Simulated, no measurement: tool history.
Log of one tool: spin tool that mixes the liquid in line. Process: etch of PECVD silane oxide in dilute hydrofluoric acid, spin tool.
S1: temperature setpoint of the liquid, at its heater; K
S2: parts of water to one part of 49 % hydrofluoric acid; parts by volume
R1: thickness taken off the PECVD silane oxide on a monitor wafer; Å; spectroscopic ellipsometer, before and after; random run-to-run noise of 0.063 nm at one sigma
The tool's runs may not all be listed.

Run 1, hour 0.0: S1 296.15 K, S2 165 parts by volume, time under the liquid (s) 190. Result: R1 288.15 Å.
Run 2, hour 5.1: S1 295.15 K, S2 180 parts by volume, time under the liquid (s) 190. Result: R1 247.85 Å.
Run 3, hour 8.4: S1 294.15 K, S2 190 parts by volume, time under the liquid (s) 190. Result: R1 223.82 Å.
Run 4, hour 9.9: S1 295.65 K, S2 190 parts by volume, time under the liquid (s) 190. Result: R1 238.54 Å.
Run 5, hour 16.2: S1 298.15 K, S2 190 parts by volume, time under the liquid (s) 190. Result: R1 258.73 Å.
Run 6, hour 19.8: S1 296.65 K, S2 200 parts by volume, time under the liquid (s) 190. Result: R1 231.54 Å.
Run 7, hour 24.9: S1 295.15 K, S2 210 parts by volume, time under the liquid (s) 190. Result: R1 207.09 Å.
Run 8, hour 25.7: S1 294.15 K, S2 220 parts by volume, time under the liquid (s) 190. Result: R1 189.05 Å.
Run 9, hour 34.4: S1 293.15 K, S2 230 parts by volume, time under the liquid (s) 190. Result: R1 170.81 Å.

Run 10 has not been measured yet. What should we expect?
Run 10, hour 35.1: S1 292.65 K, S2 235 parts by volume, time under the liquid (s) 190. Result: R1 ?.

{"run 10": {"R1": 164.48}}

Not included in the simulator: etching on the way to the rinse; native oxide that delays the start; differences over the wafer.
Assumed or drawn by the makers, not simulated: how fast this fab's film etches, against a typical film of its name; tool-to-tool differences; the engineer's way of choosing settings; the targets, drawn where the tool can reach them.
